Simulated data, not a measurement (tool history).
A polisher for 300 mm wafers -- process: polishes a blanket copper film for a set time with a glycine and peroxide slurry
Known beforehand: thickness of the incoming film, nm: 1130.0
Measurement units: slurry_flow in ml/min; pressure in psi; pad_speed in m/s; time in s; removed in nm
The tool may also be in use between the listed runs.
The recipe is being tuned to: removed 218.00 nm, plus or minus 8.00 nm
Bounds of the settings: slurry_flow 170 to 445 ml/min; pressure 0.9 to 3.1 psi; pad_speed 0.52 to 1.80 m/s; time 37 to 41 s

run  hour  slurry_flow  pressure  pad_speed  time  removed
  1   0.0          285       2.0       1.16    41   174.68
  2   2.8          355       2.0       1.16    41   175.22
  3   4.4          355       2.2       1.16    41   188.70
  4   5.0          355       2.3       1.16    41   191.44
  5   9.0          355       2.4       1.16    41   198.77
  6  11.9          355       2.0       1.16    41   173.60
  7  16.6          355       2.2       1.18    41   187.69
  8  17.6          355       2.3       1.18    41   193.02
  9  19.8          355       2.4       1.18    41   203.41
 10  28.8          355       2.5       1.18    41   206.81

Next run, 4 choices. One meets every target within its allowed miss, the rest don't. Which?
  A  37.8          340       2.5       1.12    41        ?
  B  37.8          360       2.5       1.24    37        ?
  C  37.8          375       2.9       1.18    38        ?
  D  37.8          365       2.6       1.18    37        ?

move  removed
   A   197.34
   B   194.05
   C   214.92
   D   192.23
A: the biggest miss grows against the last run
B: the biggest miss grows against the last run
C: each result inside its tolerance
D: the biggest miss grows against the last run
Answer: C

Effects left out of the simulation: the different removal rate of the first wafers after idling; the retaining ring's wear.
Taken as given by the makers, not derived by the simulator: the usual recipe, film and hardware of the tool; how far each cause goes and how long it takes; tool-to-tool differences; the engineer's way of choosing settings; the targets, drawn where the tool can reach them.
